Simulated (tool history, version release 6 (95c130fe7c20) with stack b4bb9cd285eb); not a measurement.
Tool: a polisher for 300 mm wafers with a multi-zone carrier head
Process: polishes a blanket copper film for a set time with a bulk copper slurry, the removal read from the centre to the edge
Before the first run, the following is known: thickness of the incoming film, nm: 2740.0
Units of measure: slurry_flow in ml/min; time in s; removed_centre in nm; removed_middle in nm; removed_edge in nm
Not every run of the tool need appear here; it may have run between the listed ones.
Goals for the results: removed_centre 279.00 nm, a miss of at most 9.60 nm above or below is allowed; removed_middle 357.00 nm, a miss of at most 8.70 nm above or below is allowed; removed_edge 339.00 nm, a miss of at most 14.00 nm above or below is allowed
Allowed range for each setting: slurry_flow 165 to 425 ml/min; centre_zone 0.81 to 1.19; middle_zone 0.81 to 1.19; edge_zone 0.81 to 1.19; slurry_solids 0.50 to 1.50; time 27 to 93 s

| run | hour | slurry_flow | centre_zone | middle_zone | edge_zone | slurry_solids | time | removed_centre | removed_middle | removed_edge |
|---|---|---|---|---|---|---|---|---|---|---|
| 1 | 0.0 | 275 | 1.00 | 1.00 | 1.00 | 1.00 | 59 | 507.53 | 516.79 | 523.90 |
| 2 | 1.8 | 275 | 1.00 | 1.00 | 1.00 | 1.00 | 73 | 647.54 | 630.45 | 646.31 |
| 3 | 2.6 | 275 | 1.00 | 1.00 | 1.00 | 1.00 | 63 | 542.89 | 548.44 | 550.74 |
| 4 | 9.2 | 275 | 1.06 | 1.00 | 1.00 | 1.00 | 63 | 585.24 | 556.60 | 548.98 |
| 5 | 16.0 | 275 | 1.06 | 0.95 | 1.00 | 1.00 | 63 | 585.96 | 526.48 | 551.02 |
| 6 | 18.0 | 275 | 1.03 | 0.96 | 0.98 | 0.95 | 60 | 531.86 | 501.03 | 521.45 |
| 7 | 21.9 | 275 | 1.03 | 0.96 | 0.98 | 0.95 | 60 | 529.86 | 494.86 | 510.67 |
| 8 | 27.9 | 270 | 1.00 | 0.97 | 0.97 | 0.90 | 58 | 492.40 | 478.20 | 493.99 |
| 9 | 32.5 | 270 | 0.98 | 0.98 | 0.96 | 0.85 | 56 | 449.79 | 459.61 | 463.26 |

Which of these 5 next moves meets every target?
| A | 37.1 | 250 | 0.81 | 1.04 | 0.92 | 1.15 | 38 | ? | ? | ? |
| B | 37.1 | 290 | 0.82 | 0.90 | 1.03 | 0.80 | 44 | ? | ? | ? |
| C | 37.1 | 280 | 0.89 | 1.09 | 0.98 | 0.85 | 44 | ? | ? | ? |
| D | 37.1 | 255 | 1.16 | 0.98 | 0.96 | 0.90 | 69 | ? | ? | ? |
| E | 37.1 | 245 | 0.83 | 1.14 | 0.92 | 0.75 | 38 | ? | ? | ? |

| move | removed_centre | removed_middle | removed_edge |
|---|---|---|---|
| A | 274.71 | 350.22 | 329.15 |
| B | 294.55 | 328.30 | 367.24 |
| C | 324.99 | 391.39 | 363.13 |
| D | 669.85 | 564.52 | 570.41 |
| E | 248.85 | 334.61 | 290.51 |
A: every result within its allowed miss
B: gains on the last run, yet a result remains outside its allowed miss
C: gains on the last run, yet a result remains outside its allowed miss
D: lands further from the targets than the last run did
E: the result that was furthest off in the last run now lies on the other side of its target
Answer: A
